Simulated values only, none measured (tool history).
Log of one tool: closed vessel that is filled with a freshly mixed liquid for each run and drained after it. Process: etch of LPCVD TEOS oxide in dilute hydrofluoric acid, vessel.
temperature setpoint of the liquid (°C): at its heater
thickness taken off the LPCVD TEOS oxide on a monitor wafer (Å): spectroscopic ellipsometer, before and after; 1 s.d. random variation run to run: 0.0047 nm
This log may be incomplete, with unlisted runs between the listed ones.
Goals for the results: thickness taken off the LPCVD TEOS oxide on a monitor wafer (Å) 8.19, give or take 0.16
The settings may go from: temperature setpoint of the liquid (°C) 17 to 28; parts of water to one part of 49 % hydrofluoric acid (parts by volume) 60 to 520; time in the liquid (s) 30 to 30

run  hour  temperature setpoint of the liquid (°C)  parts of water to one part of 49 % hydrofluoric acid (parts by volume)  time in the liquid (s)  thickness taken off the LPCVD TEOS oxide on a monitor wafer (Å)
  1     0                                       20                                                                     290                      30                                                           10.484
  2   4.8                                     19.5                                                                     295                      30                                                           9.9468
  3  13.6                                     22.5                                                                     295                      30                                                           11.287
  4  17.2                                     22.5                                                                     355                      30                                                           8.7576
     25.1  -- hydrofluoric acid flow meter replaced
  5  25.1                                     21.5                                                                     355                      30                                                           9.1536
  6    33                                     21.5                                                                     420                      30                                                           7.2527
  7  38.8                                       22                                                                     420                      30                                                           7.4279
  8  46.6                                     22.5                                                                     420                      30                                                            7.511
  9  55.1                                       23                                                                     420                      30                                                           7.6878
 10  60.8                                     23.5                                                                     420                      30                                                           7.7455

Which single option among these 5 for the next run brings every result within its allowed miss of target? Just one does.
  A  66.5                                       27                                                                     485                      30                                                                ?
  B  66.5                                       24                                                                     445                      30                                                                ?
  C  66.5                                     25.5                                                                     425                      30                                                                ?
  D  66.5                                       24                                                                     440                      30                                                                ?
  E  66.5                                       23                                                                     435                      30                                                                ?

move  thickness taken off the LPCVD TEOS oxide on a monitor wafer (Å)
   A                                                           7.0624
   B                                                           7.2615
   C                                                           8.1183
   D                                                           7.3759
   E                                                           7.2537
A: the biggest miss grows against the last run
B: the biggest miss grows against the last run
C: every result within its allowed miss
D: the biggest miss grows against the last run
E: the biggest miss grows against the last run
Answer: C
